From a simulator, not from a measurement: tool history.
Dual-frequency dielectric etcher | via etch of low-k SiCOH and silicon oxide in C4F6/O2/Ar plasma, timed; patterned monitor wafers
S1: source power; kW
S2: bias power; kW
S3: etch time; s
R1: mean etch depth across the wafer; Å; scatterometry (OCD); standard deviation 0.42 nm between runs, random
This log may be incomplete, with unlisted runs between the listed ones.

run	hour	S1	S2	S3	R1
1	0.0	0.380	0.232	67.5	1972.0
2	2.7	0.370	0.231	67.5	1950.9
3	10.7	0.370	0.231	70.5	2040.6
4	18.7	0.310	0.231	70.5	1888.6
5	26.8	0.350	0.231	70.5	1989.8
6	29.9	0.340	0.230	70.5	1961.5
7	33.9	0.270	0.223	70.5	1754.1

Predict the results of run 8:
8	34.5	0.280	0.223	70.5	?

Run 8 produced R1 1778.8 Å.
